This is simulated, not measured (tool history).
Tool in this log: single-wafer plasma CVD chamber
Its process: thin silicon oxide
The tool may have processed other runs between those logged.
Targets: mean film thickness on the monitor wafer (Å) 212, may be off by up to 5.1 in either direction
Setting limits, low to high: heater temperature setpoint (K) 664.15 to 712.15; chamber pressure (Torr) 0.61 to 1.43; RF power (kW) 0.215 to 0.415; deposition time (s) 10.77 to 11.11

run	day	heater temperature setpoint (K)	chamber pressure (Torr)	RF power (kW)	deposition time (s)	mean film thickness on the monitor wafer (Å)
1	0	688.15	1.02	0.315	10.77	255.99
2	0.108	688.15	0.99	0.315	10.77	247.72
3	0.429	697.15	0.99	0.315	10.77	247.01
4	0.646	697.15	0.97	0.315	10.77	242.92
5	1.004	697.15	0.95	0.315	10.77	234.62
6	1.233	697.15	1.1	0.315	10.77	272.62
7	1.546	697.15	1.07	0.315	10.77	265.85
8	1.733	697.15	1.05	0.315	10.77	261.82
9	1.858	697.15	1.05	0.315	10.77	258.47
10	2.204	697.15	1.03	0.315	10.77	254.43
11	2.488	697.15	1.01	0.315	10.77	251.65
12	2.671	697.15	0.99	0.315	10.77	247.42
13	2.996	697.15	0.99	0.315	10.77	247.24
14	3.058	697.15	0.97	0.315	10.77	240.17
15	3.171	697.15	0.96	0.315	10.77	238.26
16	3.279	697.15	0.95	0.315	10.77	236.19
17	3.542	697.15	0.94	0.315	10.77	231.95
18	3.617	697.15	0.93	0.315	10.77	229.11
19	3.988	697.15	0.93	0.315	10.77	229.22
20	4.038	697.15	0.92	0.315	10.77	227.14
21	4.146	697.15	0.81	0.31	10.77	189.73
22	4.475	697.15	0.82	0.31	10.77	193.92
23	4.633	697.15	0.83	0.31	10.77	197.5
24	4.958	697.15	0.84	0.31	10.77	200.71

Of the 5 settings listed for the next run, only one would bring every result within its allowed miss of target. Which one?
A	5.283	691.15	0.82	0.285	10.77	?
B	5.283	699.15	0.82	0.295	11.02	?
C	5.283	706.15	0.81	0.295	11.03	?
D	5.283	697.15	0.88	0.29	10.91	?
E	5.283	699.15	0.8	0.325	11	?

move	mean film thickness on the monitor wafer (Å)
A	189.58
B	195.01
C	190.54
D	212.13
E	193.13
A: further off than the last run
B: further off than the last run
C: further off than the last run
D: in spec on every target
E: further off than the last run
D is the move that brings every result within its allowed miss.
